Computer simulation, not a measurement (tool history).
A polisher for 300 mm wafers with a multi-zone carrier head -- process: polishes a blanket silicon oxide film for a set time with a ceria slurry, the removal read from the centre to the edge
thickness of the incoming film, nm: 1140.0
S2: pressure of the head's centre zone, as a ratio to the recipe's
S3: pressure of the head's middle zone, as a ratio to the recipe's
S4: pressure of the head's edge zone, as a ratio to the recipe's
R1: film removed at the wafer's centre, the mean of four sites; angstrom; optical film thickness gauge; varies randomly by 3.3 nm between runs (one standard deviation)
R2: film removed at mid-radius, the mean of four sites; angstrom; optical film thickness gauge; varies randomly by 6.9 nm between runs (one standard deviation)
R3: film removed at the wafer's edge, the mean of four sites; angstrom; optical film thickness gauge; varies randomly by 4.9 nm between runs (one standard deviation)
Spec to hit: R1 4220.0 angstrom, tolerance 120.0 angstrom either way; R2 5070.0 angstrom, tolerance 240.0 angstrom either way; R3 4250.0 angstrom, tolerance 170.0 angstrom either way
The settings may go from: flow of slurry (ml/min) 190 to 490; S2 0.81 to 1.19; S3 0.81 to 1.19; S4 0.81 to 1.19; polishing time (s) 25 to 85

Run 1, day 0.000: flow of slurry (ml/min) 315, S2 1.00, S3 1.00, S4 1.00, polishing time (s) 55. Result: R1 3616.3 angstrom, R2 3581.2 angstrom, R3 3587.4 angstrom.
Run 2, day 0.029: flow of slurry (ml/min) 315, S2 1.00, S3 1.00, S4 1.00, polishing time (s) 45. Result: R1 2955.9 angstrom, R2 3009.2 angstrom, R3 2904.6 angstrom.
Run 3, day 0.183: flow of slurry (ml/min) 315, S2 1.00, S3 1.00, S4 1.00, polishing time (s) 39. Result: R1 2545.0 angstrom, R2 2536.6 angstrom, R3 2494.0 angstrom.
Run 4, day 0.329: flow of slurry (ml/min) 315, S2 0.92, S3 1.00, S4 1.00, polishing time (s) 39. Result: R1 2343.6 angstrom, R2 2539.5 angstrom, R3 2513.9 angstrom.
Run 5, day 0.633: flow of slurry (ml/min) 320, S2 0.94, S3 1.05, S4 1.00, polishing time (s) 46. Result: R1 2795.4 angstrom, R2 3168.7 angstrom, R3 2954.2 angstrom.
Run 6, day 0.758: flow of slurry (ml/min) 320, S2 1.01, S3 1.05, S4 1.00, polishing time (s) 46. Result: R1 3002.6 angstrom, R2 3165.5 angstrom, R3 3005.7 angstrom.
Run 7, day 1.004: flow of slurry (ml/min) 335, S2 1.02, S3 1.09, S4 0.99, polishing time (s) 50. Result: R1 3335.3 angstrom, R2 3520.0 angstrom, R3 3249.9 angstrom.
Run 8, day 1.038: flow of slurry (ml/min) 320, S2 0.94, S3 1.19, S4 0.93, polishing time (s) 65. Result: R1 4058.2 angstrom, R2 4972.9 angstrom, R3 4050.4 angstrom.

Of the 4 settings listed for the next run, only one would bring every result within its allowed miss of target. Which one?
Run A, day 1.071: flow of slurry (ml/min) 285, S2 0.98, S3 1.15, S4 0.91, polishing time (s) 62. Result: R1 ?, R2 ?, R3 ?.
Run B, day 1.071: flow of slurry (ml/min) 310, S2 0.96, S3 1.19, S4 0.81, polishing time (s) 73. Result: R1 ?, R2 ?, R3 ?.
Run C, day 1.071: flow of slurry (ml/min) 355, S2 0.92, S3 1.12, S4 0.89, polishing time (s) 69. Result: R1 ?, R2 ?, R3 ?.
Run D, day 1.071: flow of slurry (ml/min) 295, S2 0.94, S3 1.17, S4 0.92, polishing time (s) 65. Result: R1 ?, R2 ?, R3 ?.

move      R1      R2      R3
   A  3922.5  4563.4  3692.3
   B  4570.7  5586.1  4152.6
   C  4196.4  5076.8  4138.2
   D  3960.6  4875.6  3900.8
A: further off than the last run
B: takes the result that was furthest off past its target
C: all results land within tolerance of their targets
D: further off than the last run
So the answer is move C, the one that meets all the targets.
